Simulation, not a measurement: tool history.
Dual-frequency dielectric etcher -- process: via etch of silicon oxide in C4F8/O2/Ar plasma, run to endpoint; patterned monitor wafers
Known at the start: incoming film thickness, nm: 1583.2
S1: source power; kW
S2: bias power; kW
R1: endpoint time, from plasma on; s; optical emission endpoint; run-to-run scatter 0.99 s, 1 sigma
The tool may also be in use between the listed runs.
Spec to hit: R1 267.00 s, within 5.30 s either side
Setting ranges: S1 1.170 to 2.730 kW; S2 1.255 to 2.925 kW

| run | hour | S1 | S2 | R1 |
|---|---|---|---|---|
| 1 | 0.0 | 1.950 | 2.090 | 317.47 |
| 2 | 1.4 | 1.700 | 2.090 | 334.45 |
| 3 | 3.2 | 1.940 | 2.090 | 317.12 |
| 4 | 8.3 | 1.940 | 2.465 | 301.30 |
| 5 | 15.3 | 2.210 | 2.465 | 286.19 |
| 6 | 22.2 | 2.210 | 2.632 | 279.92 |
| 7 | 30.6 | 2.270 | 2.647 | 276.22 |
| 8 | 38.6 | 2.310 | 2.658 | 272.69 |
| 9 | 41.7 | 2.310 | 2.658 | 272.78 |
| 10 | 42.6 | 2.340 | 2.664 | 270.99 |

Which of these 4 next moves meets every target?
| A | 43.5 | 2.360 | 2.828 | ? |
| B | 43.5 | 2.420 | 2.430 | ? |
| C | 43.5 | 2.730 | 1.957 | ? |
| D | 43.5 | 2.310 | 2.597 | ? |

| move | R1 |
|---|---|
| A | 266.46 |
| B | 276.54 |
| C | 280.95 |
| D | 276.04 |
A: each result inside its tolerance
B: the biggest miss grows against the last run
C: the biggest miss grows against the last run
D: the biggest miss grows against the last run
Go with A: it meets all targets.
